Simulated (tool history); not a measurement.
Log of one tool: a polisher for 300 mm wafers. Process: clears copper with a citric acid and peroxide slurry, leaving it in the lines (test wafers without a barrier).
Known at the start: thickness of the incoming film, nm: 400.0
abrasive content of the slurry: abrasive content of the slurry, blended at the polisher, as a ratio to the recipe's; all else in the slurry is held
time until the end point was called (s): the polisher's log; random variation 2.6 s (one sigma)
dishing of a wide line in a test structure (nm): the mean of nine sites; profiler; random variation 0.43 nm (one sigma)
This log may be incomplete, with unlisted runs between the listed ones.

run  hour  flow of slurry (ml/min)  pressure of the wafer on the pad (psi)  speed of the pad under the wafer (cm/s)  abrasive content of the slurry  overpolish time after the end point (s)  time until the end point was called (s)  dishing of a wide line in a test structure (nm)
  1     0                      290                                     3.5                                      138                               1                                       27                                   123.58                                           56.103
  2   7.7                      290                                     3.4                                      138                               1                                       26                                   132.89                                           53.897
  3   8.5                      290                                     3.4                                      138                            1.15                                       26                                   123.28                                           54.492
  4  13.7                      290                                     3.4                                      138                            1.15                                       15                                   125.57                                           35.004
  5  21.8                      290                                     3.4                                      138                               1                                       15                                   130.28                                           33.258
  6  23.9                      360                                     3.4                                      138                               1                                       15                                   132.28                                            34.03

What does the tool deliver on the next run?
  7  32.7                      360                                     3.3                                      138                               1                                       17                                        ?                                                ?

time until the end point was called (s): 133.75
dishing of a wide line in a test structure (nm): 36.974
